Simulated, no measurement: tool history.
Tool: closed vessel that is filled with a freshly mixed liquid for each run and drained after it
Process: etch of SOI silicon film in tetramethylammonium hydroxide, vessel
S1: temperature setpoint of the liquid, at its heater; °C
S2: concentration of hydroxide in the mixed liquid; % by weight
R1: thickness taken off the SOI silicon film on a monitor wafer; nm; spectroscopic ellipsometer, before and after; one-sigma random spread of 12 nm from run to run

Run 1, hour 0: S1 72 °C, S2 12.5 % by weight, time in the liquid (s) 90. Result: R1 712.74 nm.
Run 2, hour 6.1: S1 75.5 °C, S2 12.5 % by weight, time in the liquid (s) 90. Result: R1 871.79 nm.
Run 3, hour 10.7: S1 75.5 °C, S2 14 % by weight, time in the liquid (s) 90. Result: R1 824.5 nm.
Run 4, hour 12.6: S1 75.5 °C, S2 12 % by weight, time in the liquid (s) 90. Result: R1 898.11 nm.
Run 5, hour 14.2: S1 75.5 °C, S2 12 % by weight, time in the liquid (s) 90. Result: R1 869.31 nm.
Run 6, hour 19.2: S1 75.5 °C, S2 12 % by weight, time in the liquid (s) 95. Result: R1 933.43 nm.

What does the tool deliver on the next run?
Run 7, hour 26.3: S1 77.5 °C, S2 12 % by weight, time in the liquid (s) 95. Result: R1 ?.

Run 7 yielded R1 1038.4 nm.
